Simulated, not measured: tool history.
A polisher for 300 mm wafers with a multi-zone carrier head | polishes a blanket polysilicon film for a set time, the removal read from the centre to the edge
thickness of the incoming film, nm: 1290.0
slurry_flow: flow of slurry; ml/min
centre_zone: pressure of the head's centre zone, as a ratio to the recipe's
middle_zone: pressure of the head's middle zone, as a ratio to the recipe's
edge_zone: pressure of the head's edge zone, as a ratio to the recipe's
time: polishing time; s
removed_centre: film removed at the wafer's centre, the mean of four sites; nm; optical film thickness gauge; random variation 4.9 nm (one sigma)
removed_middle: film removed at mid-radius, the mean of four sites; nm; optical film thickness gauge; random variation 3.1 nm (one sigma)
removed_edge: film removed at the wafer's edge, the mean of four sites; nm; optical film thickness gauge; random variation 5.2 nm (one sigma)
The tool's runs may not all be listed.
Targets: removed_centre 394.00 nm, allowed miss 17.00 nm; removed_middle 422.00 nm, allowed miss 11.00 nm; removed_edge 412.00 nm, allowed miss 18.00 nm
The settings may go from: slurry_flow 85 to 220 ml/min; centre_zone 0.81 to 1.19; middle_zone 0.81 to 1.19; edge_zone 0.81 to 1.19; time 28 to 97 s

{"run": 1, "day": 0.0, "slurry_flow": 140, "centre_zone": 1.0, "middle_zone": 1.0, "edge_zone": 1.0, "time": 62, "removed_centre": 491.82, "removed_middle": 500.39, "removed_edge": 473.5}
{"run": 2, "day": 0.033, "slurry_flow": 140, "centre_zone": 0.93, "middle_zone": 1.0, "edge_zone": 1.0, "time": 62, "removed_centre": 447.03, "removed_middle": 503.12, "removed_edge": 475.72}
{"run": 3, "day": 0.296, "slurry_flow": 115, "centre_zone": 0.93, "middle_zone": 1.0, "edge_zone": 1.0, "time": 62, "removed_centre": 435.06, "removed_middle": 481.38, "removed_edge": 456.34}
{"run": 4, "day": 0.65, "slurry_flow": 115, "centre_zone": 0.93, "middle_zone": 1.0, "edge_zone": 0.94, "time": 62, "removed_centre": 430.02, "removed_middle": 473.11, "removed_edge": 456.9}
{"run": 5, "day": 0.988, "slurry_flow": 115, "centre_zone": 0.93, "middle_zone": 1.0, "edge_zone": 0.94, "time": 71, "removed_centre": 486.2, "removed_middle": 540.85, "removed_edge": 518.49}
{"run": 6, "day": 1.283, "slurry_flow": 115, "centre_zone": 0.93, "middle_zone": 1.0, "edge_zone": 0.94, "time": 70, "removed_centre": 481.9, "removed_middle": 530.49, "removed_edge": 494.93}
{"run": 7, "day": 1.354, "slurry_flow": 115, "centre_zone": 0.93, "middle_zone": 1.0, "edge_zone": 0.93, "time": 69, "removed_centre": 488.99, "removed_middle": 530.13, "removed_edge": 501.89}
{"run": 8, "day": 1.604, "slurry_flow": 115, "centre_zone": 0.93, "middle_zone": 1.0, "edge_zone": 0.93, "time": 68, "removed_centre": 474.34, "removed_middle": 518.8, "removed_edge": 499.75}
{"run": 9, "day": 1.675, "slurry_flow": 115, "centre_zone": 0.93, "middle_zone": 1.0, "edge_zone": 0.93, "time": 67, "removed_centre": 451.82, "removed_middle": 516.3, "removed_edge": 476.93}
{"run": 10, "day": 1.912, "slurry_flow": 115, "centre_zone": 0.93, "middle_zone": 0.99, "edge_zone": 0.92, "time": 66, "removed_centre": 458.14, "removed_middle": 499.26, "removed_edge": 477.74}
{"run": 11, "day": 2.05, "slurry_flow": 115, "centre_zone": 0.93, "middle_zone": 0.99, "edge_zone": 0.92, "time": 65, "removed_centre": 440.23, "removed_middle": 493.56, "removed_edge": 463.24}
{"run": 12, "day": 2.083, "slurry_flow": 115, "centre_zone": 0.93, "middle_zone": 0.98, "edge_zone": 0.91, "time": 65, "removed_centre": 453.88, "removed_middle": 488.01, "removed_edge": 463.19}
{"run": 13, "day": 2.125, "slurry_flow": 115, "centre_zone": 0.92, "middle_zone": 0.97, "edge_zone": 0.9, "time": 65, "removed_centre": 441.54, "removed_middle": 486.23, "removed_edge": 453.77}
{"run": 14, "day": 2.429, "slurry_flow": 110, "centre_zone": 0.92, "middle_zone": 0.96, "edge_zone": 0.9, "time": 65, "removed_centre": 437.61, "removed_middle": 473.58, "removed_edge": 455.02}
{"run": 15, "day": 2.7, "slurry_flow": 110, "centre_zone": 0.92, "middle_zone": 0.95, "edge_zone": 0.89, "time": 65, "removed_centre": 446.46, "removed_middle": 474.65, "removed_edge": 442.43}
{"run": 16, "day": 2.904, "slurry_flow": 105, "centre_zone": 0.91, "middle_zone": 0.95, "edge_zone": 0.9, "time": 65, "removed_centre": 419.75, "removed_middle": 464.24, "removed_edge": 457.02}

4 next moves are on the table. One of them brings every result within its allowed miss. Which?
{"run": "A", "day": 3.108, "slurry_flow": 100, "centre_zone": 0.91, "middle_zone": 1.0, "edge_zone": 0.98, "time": 57, "removed_centre": "?", "removed_middle": "?", "removed_edge": "?"}
{"run": "B", "day": 3.108, "slurry_flow": 100, "centre_zone": 0.98, "middle_zone": 1.03, "edge_zone": 1.02, "time": 56, "removed_centre": "?", "removed_middle": "?", "removed_edge": "?"}
{"run": "C", "day": 3.108, "slurry_flow": 115, "centre_zone": 0.9, "middle_zone": 0.81, "edge_zone": 0.83, "time": 66, "removed_centre": "?", "removed_middle": "?", "removed_edge": "?"}
{"run": "D", "day": 3.108, "slurry_flow": 100, "centre_zone": 0.91, "middle_zone": 1.02, "edge_zone": 0.88, "time": 61, "removed_centre": "?", "removed_middle": "?", "removed_edge": "?"}

move=A removed_centre=373.13 removed_middle=419.16 removed_edge=415.91
move=B removed_centre=395.11 removed_middle=422.06 removed_edge=416.42
move=C removed_centre=448.13 removed_middle=425.29 removed_edge=460.40
move=D removed_centre=399.37 removed_middle=456.22 removed_edge=423.23
A: brings the result that was furthest off to its target, and leaves another outside
B: meets every target
C: brings the result that was furthest off to its target, and leaves another outside
D: nearer than the last run, and not there yet
The right move is B.
